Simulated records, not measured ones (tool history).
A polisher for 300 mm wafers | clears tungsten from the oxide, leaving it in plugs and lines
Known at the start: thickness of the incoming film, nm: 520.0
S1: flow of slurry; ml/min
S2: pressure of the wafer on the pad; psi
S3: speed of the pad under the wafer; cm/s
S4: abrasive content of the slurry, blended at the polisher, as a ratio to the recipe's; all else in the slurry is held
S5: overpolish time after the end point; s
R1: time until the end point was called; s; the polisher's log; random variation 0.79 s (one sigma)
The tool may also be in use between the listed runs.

run	hour	S1	S2	S3	S4	S5	R1
1	0.0	210	4.7	100	1.0	12	91.244
2	3.2	230	4.7	100	1.0	12	91.423
3	8.9	230	5.2	102	1.0	12	82.373
4	17.0	230	5.6	106	1.0	12	71.697
5	23.4	230	6.8	106	1.0	12	60.154
6	31.5	260	6.8	106	1.0	12	57.532

The next listed run, before its measurement:
7	33.3	260	6.9	108	1.0	12	?

{"run 7": {"R1": 56.942}}
